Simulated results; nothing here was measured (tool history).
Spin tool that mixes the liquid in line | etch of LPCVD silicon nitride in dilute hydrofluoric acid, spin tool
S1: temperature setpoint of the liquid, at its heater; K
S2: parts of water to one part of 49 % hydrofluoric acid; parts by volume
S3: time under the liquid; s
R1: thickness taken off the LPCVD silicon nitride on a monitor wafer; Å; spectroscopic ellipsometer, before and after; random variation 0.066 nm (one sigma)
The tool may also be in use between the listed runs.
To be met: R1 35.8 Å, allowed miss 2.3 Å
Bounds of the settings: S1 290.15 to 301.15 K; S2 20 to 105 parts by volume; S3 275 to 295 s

run 1 day=0 | S1=293.15 S2=55 S3=275 | R1=20.18
run 2 day=0.338 | S1=295.15 S2=55 S3=275 | R1=22.083
run 3 day=0.671 | S1=296.65 S2=50 S3=275 | R1=27.342
run 4 day=0.971 | S1=295.15 S2=50 S3=275 | R1=24.167
run 5 day=1.012 | S1=295.15 S2=50 S3=295 | R1=25.771
run 6 day=1.171 | S1=296.15 S2=50 S3=295 | R1=27.81
run 7 day=1.521 | S1=297.15 S2=50 S3=295 | R1=29.598
run 8 day=1.821 | S1=298.15 S2=50 S3=295 | R1=31.715

Which of these 4 next moves meets every target?
run A day=2.121 | S1=299.15 S2=55 S3=290 | R1=?
run B day=2.121 | S1=297.15 S2=50 S3=295 | R1=?
run C day=2.121 | S1=299.65 S2=50 S3=295 | R1=?
run D day=2.121 | S1=295.15 S2=30 S3=295 | R1=?

move=A R1=29.729
move=B R1=29.051
move=C R1=34.332
move=D R1=41.636
A: further off than the last run
B: further off than the last run
C: meets every target
D: takes the result that was furthest off past its target
Answer: C

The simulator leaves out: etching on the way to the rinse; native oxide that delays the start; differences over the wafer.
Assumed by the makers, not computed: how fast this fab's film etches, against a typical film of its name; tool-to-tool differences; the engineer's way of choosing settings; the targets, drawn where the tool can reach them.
